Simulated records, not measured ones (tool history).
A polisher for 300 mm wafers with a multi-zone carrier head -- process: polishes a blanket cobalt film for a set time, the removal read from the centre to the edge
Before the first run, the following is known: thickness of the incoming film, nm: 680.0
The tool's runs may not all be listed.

| run | day | flow of slurry (ml/min) | pressure of the head's centre zone | pressure of the head's middle zone | pressure of the head's edge zone | polishing time (s) | film removed at the wafer's centre (Å) | film removed at mid-radius (Å) | film removed at the wafer's edge (Å) |
|---|---|---|---|---|---|---|---|---|---|
| 1 | 0 | 125 | 1 | 1 | 1 | 62 | 2743.2 | 2748.1 | 2676.9 |
| 2 | 0.275 | 125 | 1 | 1 | 1 | 71 | 3150.7 | 3141.7 | 3150.3 |
| 3 | 0.358 | 125 | 1 | 1.09 | 1 | 71 | 3130.6 | 3431.6 | 3174.1 |
| 4 | 0.517 | 125 | 1 | 1.04 | 1 | 71 | 3159.1 | 3256 | 3074.2 |
| 5 | 0.825 | 125 | 1.06 | 1.04 | 1 | 71 | 3316.4 | 3252.3 | 3098.6 |
| 6 | 0.962 | 125 | 1.06 | 1.01 | 1 | 71 | 3299.7 | 3186.8 | 3168.9 |
| 7 | 1.171 | 120 | 1.04 | 0.98 | 0.96 | 65 | 2938.4 | 2815.1 | 2763.6 |
| 8 | 1.546 | 115 | 1.03 | 0.95 | 0.93 | 61 | 2722.3 | 2561.1 | 2594.5 |
| 9 | 1.717 | 100 | 1.06 | 0.95 | 0.87 | 46 | 2006.6 | 1913.4 | 1849.9 |
| 10 | 2.075 | 110 | 1.06 | 0.94 | 0.89 | 46 | 2082.5 | 1910 | 1911.4 |
| 11 | 2.404 | 120 | 1.05 | 0.95 | 0.9 | 46 | 2083.8 | 1968.4 | 1942.6 |

Run 12 is up next; what results do you expect?
| 12 | 2.571 | 125 | 1.05 | 0.95 | 0.91 | 46 | ? | ? | ? |

{"run 12": {"film removed at the wafer's centre (Å)": 2152, "film removed at mid-radius (Å)": 1972.8, "film removed at the wafer's edge (Å)": 1914.1}}

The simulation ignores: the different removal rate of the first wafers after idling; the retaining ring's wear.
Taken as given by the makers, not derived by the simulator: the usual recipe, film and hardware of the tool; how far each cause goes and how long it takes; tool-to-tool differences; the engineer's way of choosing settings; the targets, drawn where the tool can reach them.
